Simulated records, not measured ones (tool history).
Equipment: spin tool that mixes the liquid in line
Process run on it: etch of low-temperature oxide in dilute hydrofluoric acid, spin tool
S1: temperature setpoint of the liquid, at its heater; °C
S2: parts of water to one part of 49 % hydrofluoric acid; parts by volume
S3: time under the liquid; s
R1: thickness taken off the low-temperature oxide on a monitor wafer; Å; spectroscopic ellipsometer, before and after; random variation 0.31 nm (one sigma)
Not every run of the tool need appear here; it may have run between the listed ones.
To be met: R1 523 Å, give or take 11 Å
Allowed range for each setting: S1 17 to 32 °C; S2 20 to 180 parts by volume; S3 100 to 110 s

{"run": 1, "hour": 0.0, "S1": 24, "S2": 100, "S3": 100, "R1": 245.44}
{"run": 2, "hour": 8.5, "S1": 25.5, "S2": 100, "S3": 100, "R1": 258.3}
{"run": 3, "hour": 12.8, "S1": 26.5, "S2": 95, "S3": 100, "R1": 288.15}
{"run": 4, "hour": 20.0, "S1": 26.5, "S2": 95, "S3": 100, "R1": 288.06}
{"run": 5, "hour": 26.8, "S1": 26.5, "S2": 95, "S3": 110, "R1": 316.09}
{"run": 6, "hour": 29.5, "S1": 26.5, "S2": 95, "S3": 110, "R1": 316.75}
{"run": 7, "hour": 31.6, "S1": 27.5, "S2": 90, "S3": 110, "R1": 348.55}
{"run": 8, "hour": 35.4, "S1": 31.5, "S2": 65, "S3": 110, "R1": 588.54}
{"run": 9, "hour": 37.5, "S1": 31, "S2": 65, "S3": 110, "R1": 577.11}
{"run": 10, "hour": 44.5, "S1": 30.5, "S2": 65, "S3": 110, "R1": 563.45}
{"run": 11, "hour": 50.6, "S1": 30.5, "S2": 65, "S3": 110, "R1": 561.08}
{"run": 12, "hour": 58.8, "S1": 30.5, "S2": 65, "S3": 110, "R1": 565.18}
{"run": 13, "hour": 66.0, "S1": 30.5, "S2": 65, "S3": 110, "R1": 557.79}
{"run": 14, "hour": 68.6, "S1": 29.5, "S2": 65, "S3": 110, "R1": 541.24}

Exactly one of the 5 candidate moves below puts every result within its allowed miss. Which one?
{"run": "A", "hour": 71.2, "S1": 29, "S2": 60, "S3": 105, "R1": "?"}
{"run": "B", "hour": 71.2, "S1": 31, "S2": 65, "S3": 100, "R1": "?"}
{"run": "C", "hour": 71.2, "S1": 32, "S2": 70, "S3": 110, "R1": "?"}
{"run": "D", "hour": 71.2, "S1": 28.5, "S2": 65, "S3": 105, "R1": "?"}
{"run": "E", "hour": 71.2, "S1": 30, "S2": 70, "S3": 105, "R1": "?"}

move=A R1=548.06
move=B R1=516.76
move=C R1=544.11
move=D R1=492.48
move=E R1=481.19
A: the biggest miss grows against the last run
B: every result lands within tolerance
C: the biggest miss grows against the last run
D: takes the result that was furthest off past its target
E: takes the result that was furthest off past its target
Move B is the one to make.

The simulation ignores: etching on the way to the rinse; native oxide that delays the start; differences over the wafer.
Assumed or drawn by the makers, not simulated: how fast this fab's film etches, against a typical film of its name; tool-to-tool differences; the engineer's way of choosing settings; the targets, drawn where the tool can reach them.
